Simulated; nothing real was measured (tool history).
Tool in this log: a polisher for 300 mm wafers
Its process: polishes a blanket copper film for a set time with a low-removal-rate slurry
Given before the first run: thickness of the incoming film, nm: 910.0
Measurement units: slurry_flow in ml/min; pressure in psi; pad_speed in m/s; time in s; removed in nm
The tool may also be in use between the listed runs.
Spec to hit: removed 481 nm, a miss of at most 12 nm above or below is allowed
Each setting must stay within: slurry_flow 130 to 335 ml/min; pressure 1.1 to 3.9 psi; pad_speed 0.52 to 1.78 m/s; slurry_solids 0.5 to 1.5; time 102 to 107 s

| run | day | slurry_flow | pressure | pad_speed | slurry_solids | time | removed |
|---|---|---|---|---|---|---|---|
| 1 | 0 | 215 | 2.5 | 1.14 | 1 | 102 | 287.54 |
| 2 | 0.329 | 215 | 2.5 | 1.3 | 1 | 102 | 325.33 |
| 3 | 0.4 | 225 | 2.8 | 1.3 | 1 | 102 | 350.95 |
| 4 | 0.767 | 225 | 2.8 | 1.3 | 0.9 | 102 | 347.01 |
| 5 | 0.846 | 225 | 3.1 | 1.3 | 0.9 | 102 | 371.71 |
| 6 | 1.038 | 225 | 3.1 | 1.3 | 0.75 | 102 | 361.56 |
| 7 | 1.242 | 225 | 3.3 | 1.32 | 0.75 | 102 | 386.22 |
| 8 | 1.338 | 225 | 3.5 | 1.34 | 0.75 | 102 | 404.69 |
| 9 | 1.554 | 255 | 3.9 | 1.4 | 0.75 | 102 | 465.05 |
| 10 | 1.792 | 255 | 3.9 | 1.42 | 0.75 | 102 | 465.45 |

Pick the move, out of 5, that brings all results within their allowed miss; only one does.
| A | 2.029 | 260 | 3.7 | 1.48 | 0.8 | 103 | ? |
| B | 2.029 | 295 | 3.9 | 1.24 | 0.8 | 107 | ? |
| C | 2.029 | 240 | 3.8 | 1.42 | 0.55 | 102 | ? |
| D | 2.029 | 255 | 3.8 | 1.36 | 0.9 | 102 | ? |
| E | 2.029 | 240 | 3.9 | 1.22 | 0.9 | 107 | ? |

| move | removed |
|---|---|
| A | 478.28 |
| B | 445.34 |
| C | 437.04 |
| D | 454.28 |
| E | 437.22 |
A: all results land within tolerance of their targets
B: lands further from the targets than the last run did
C: lands further from the targets than the last run did
D: lands further from the targets than the last run did
E: lands further from the targets than the last run did
A is the move that brings every result within its allowed miss.
